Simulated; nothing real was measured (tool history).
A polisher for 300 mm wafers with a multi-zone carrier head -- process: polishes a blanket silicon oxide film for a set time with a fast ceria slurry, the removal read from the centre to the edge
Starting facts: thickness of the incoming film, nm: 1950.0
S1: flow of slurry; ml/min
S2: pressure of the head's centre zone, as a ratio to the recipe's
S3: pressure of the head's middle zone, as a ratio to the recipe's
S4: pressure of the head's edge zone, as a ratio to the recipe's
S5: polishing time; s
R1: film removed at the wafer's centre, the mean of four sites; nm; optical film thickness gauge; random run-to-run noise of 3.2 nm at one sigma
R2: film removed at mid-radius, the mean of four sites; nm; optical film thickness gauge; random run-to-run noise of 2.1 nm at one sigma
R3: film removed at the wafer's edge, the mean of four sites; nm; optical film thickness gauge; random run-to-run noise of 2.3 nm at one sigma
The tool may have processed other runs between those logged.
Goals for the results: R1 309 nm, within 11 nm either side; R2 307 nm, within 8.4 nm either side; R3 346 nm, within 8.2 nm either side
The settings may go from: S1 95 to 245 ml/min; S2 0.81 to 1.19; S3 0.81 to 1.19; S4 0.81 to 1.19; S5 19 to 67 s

run 1 hour=0 | S1=155 S2=1 S3=1 S4=1 S5=43 | R1=427.35 R2=445.69 R3=431.04
run 2 hour=5.4 | S1=155 S2=1 S3=0.97 S4=1 S5=43 | R1=437.58 R2=441.11 R3=435.76
run 3 hour=6 | S1=155 S2=1 S3=0.97 S4=1 S5=37 | R1=382.25 R2=375.1 R3=371.45
run 4 hour=9.9 | S1=140 S2=0.96 S3=0.93 S4=1 S5=36 | R1=344.11 R2=345.37 R3=358.39
run 5 hour=15.5 | S1=155 S2=0.96 S3=0.93 S4=1 S5=36 | R1=345.94 R2=354.27 R3=364.54
run 6 hour=21.4 | S1=140 S2=0.95 S3=0.91 S4=1 S5=36 | R1=337.93 R2=343.14 R3=356.57
run 7 hour=25 | S1=130 S2=0.94 S3=0.88 S4=1.01 S5=36 | R1=326.36 R2=324.4 R3=358.45
run 8 hour=29 | S1=120 S2=0.94 S3=0.88 S4=1.01 S5=36 | R1=316.94 R2=317.99 R3=351.27

Next run, 5 choices. One meets every target within its allowed miss, the rest don't. Which?
run A hour=33 | S1=105 S2=0.9 S3=0.9 S4=1.06 S5=38 | R1=? R2=? R3=?
run B hour=33 | S1=100 S2=1.04 S3=0.81 S4=1.09 S5=37 | R1=? R2=? R3=?
run C hour=33 | S1=95 S2=0.99 S3=0.83 S4=1.05 S5=37 | R1=? R2=? R3=?
run D hour=33 | S1=110 S2=0.94 S3=0.85 S4=1 S5=39 | R1=? R2=? R3=?
run E hour=33 | S1=130 S2=0.95 S3=0.89 S4=1.08 S5=34 | R1=? R2=? R3=?

move=A R1=304.21 R2=328.24 R3=364.69
move=B R1=336.06 R2=288.1 R3=356.55
move=C R1=313.13 R2=288.64 R3=345.61
move=D R1=331.65 R2=326.08 R3=367.67
move=E R1=308.22 R2=309.27 R3=343.68
A: moves away from the targets compared with the last run
B: takes the biggest miss from the last run beyond its target
C: takes the biggest miss from the last run beyond its target
D: moves away from the targets compared with the last run
E: meets every target
E is the move that brings every result within its allowed miss.

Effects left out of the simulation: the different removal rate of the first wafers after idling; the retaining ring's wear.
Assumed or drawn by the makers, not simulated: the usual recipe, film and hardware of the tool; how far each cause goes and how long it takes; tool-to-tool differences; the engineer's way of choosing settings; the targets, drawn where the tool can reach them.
